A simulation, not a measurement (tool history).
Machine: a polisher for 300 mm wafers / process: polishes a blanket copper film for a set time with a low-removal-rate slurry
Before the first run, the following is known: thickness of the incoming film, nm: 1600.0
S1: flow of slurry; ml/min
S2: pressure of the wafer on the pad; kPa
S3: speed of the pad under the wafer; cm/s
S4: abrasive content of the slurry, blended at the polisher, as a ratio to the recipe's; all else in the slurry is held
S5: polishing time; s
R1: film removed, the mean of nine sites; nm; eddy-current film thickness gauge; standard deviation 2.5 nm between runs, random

| run | hour | S1 | S2 | S3 | S4 | S5 | R1 |
|---|---|---|---|---|---|---|---|
| 1 | 0.0 | 255 | 18.6 | 118 | 1.00 | 90 | 345.43 |
| 2 | 4.7 | 255 | 18.6 | 142 | 1.00 | 90 | 409.69 |
| 3 | 12.3 | 255 | 22.1 | 142 | 1.00 | 90 | 481.02 |
| 4 | 15.4 | 255 | 22.1 | 126 | 1.00 | 90 | 431.51 |
| 5 | 16.7 | 255 | 22.1 | 126 | 1.00 | 95 | 468.10 |
| 6 | 20.2 | 255 | 22.1 | 126 | 0.85 | 95 | 447.58 |

Run 7 comes next. What will it give?
| 7 | 24.6 | 255 | 18.6 | 120 | 0.85 | 95 | ? |

{"run 7": {"R1": 361.09}}
